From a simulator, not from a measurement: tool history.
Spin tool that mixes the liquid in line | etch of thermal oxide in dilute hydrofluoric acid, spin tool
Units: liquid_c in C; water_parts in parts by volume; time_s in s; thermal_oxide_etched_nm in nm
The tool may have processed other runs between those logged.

run,hour,liquid_c,water_parts,time_s,thermal_oxide_etched_nm
1,0,22,155,315,8.803
2,8.3,20.5,160,315,7.9891
3,16.8,19.5,165,315,7.328
4,23.2,19.5,165,315,7.3833
5,26.5,19,170,315,7.0059
6,33.5,18.5,170,315,6.8538
7,41.9,18,170,315,6.6967

Run 8 comes next. What will it give?
8,44,17.5,170,315,?

thermal_oxide_etched_nm: 6.6104 nm

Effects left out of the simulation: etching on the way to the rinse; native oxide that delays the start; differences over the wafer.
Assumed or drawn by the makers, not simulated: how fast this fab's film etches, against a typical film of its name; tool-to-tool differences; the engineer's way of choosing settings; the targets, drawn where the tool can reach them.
